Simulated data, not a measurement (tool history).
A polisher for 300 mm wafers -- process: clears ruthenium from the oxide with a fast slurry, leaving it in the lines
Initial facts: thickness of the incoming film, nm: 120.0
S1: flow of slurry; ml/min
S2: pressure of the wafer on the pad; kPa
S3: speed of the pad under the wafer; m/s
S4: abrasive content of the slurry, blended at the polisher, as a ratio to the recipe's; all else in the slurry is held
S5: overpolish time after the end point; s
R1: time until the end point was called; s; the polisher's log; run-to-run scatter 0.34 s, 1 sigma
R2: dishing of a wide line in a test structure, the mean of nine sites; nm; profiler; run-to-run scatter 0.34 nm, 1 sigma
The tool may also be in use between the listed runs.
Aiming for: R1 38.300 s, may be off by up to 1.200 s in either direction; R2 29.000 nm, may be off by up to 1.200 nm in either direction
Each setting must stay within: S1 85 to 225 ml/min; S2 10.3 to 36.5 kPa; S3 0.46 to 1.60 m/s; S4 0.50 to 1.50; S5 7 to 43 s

| run | hour | S1 | S2 | S3 | S4 | S5 | R1 | R2 |
|---|---|---|---|---|---|---|---|---|
| 1 | 0.0 | 145 | 23.4 | 1.02 | 1.00 | 22 | 28.698 | 65.335 |
| 2 | 1.6 | 150 | 22.1 | 1.02 | 1.00 | 19 | 30.815 | 55.577 |
| 3 | 9.1 | 155 | 21.4 | 1.02 | 1.00 | 17 | 30.889 | 52.150 |
| 4 | 14.3 | 155 | 21.4 | 1.02 | 1.15 | 17 | 29.977 | 52.792 |
| 5 | 16.3 | 155 | 21.4 | 0.80 | 1.15 | 17 | 35.388 | 46.193 |
| 6 | 19.3 | 150 | 20.7 | 0.80 | 1.20 | 15 | 35.428 | 40.460 |
| 7 | 26.5 | 115 | 17.9 | 0.80 | 1.30 | 9 | 39.890 | 23.247 |
| 8 | 32.5 | 125 | 17.9 | 0.80 | 1.30 | 9 | 39.728 | 23.462 |
| 9 | 40.1 | 135 | 17.9 | 0.80 | 1.30 | 9 | 38.951 | 23.746 |

5 candidate next runs follow, results not yet known. Just one meets every target within its allowed miss. Identify it.
| A | 47.7 | 130 | 17.2 | 0.84 | 1.30 | 13 | ? | ? |
| B | 47.7 | 160 | 14.5 | 0.92 | 1.50 | 10 | ? | ? |
| C | 47.7 | 175 | 22.1 | 0.62 | 1.30 | 12 | ? | ? |
| D | 47.7 | 185 | 14.5 | 0.94 | 1.40 | 11 | ? | ? |
| E | 47.7 | 145 | 15.2 | 0.88 | 1.30 | 9 | ? | ? |

| move | R1 | R2 |
|---|---|---|
| A | 39.562 | 32.685 |
| B | 38.690 | 26.313 |
| C | 38.837 | 30.933 |
| D | 38.217 | 29.018 |
| E | 41.162 | 22.556 |
A: takes the biggest miss from the last run beyond its target
B: moves toward the targets from the last run without getting all of them in spec
C: takes the biggest miss from the last run beyond its target
D: every result within its allowed miss
E: moves away from the targets compared with the last run
Correct choice: D, which meets every target
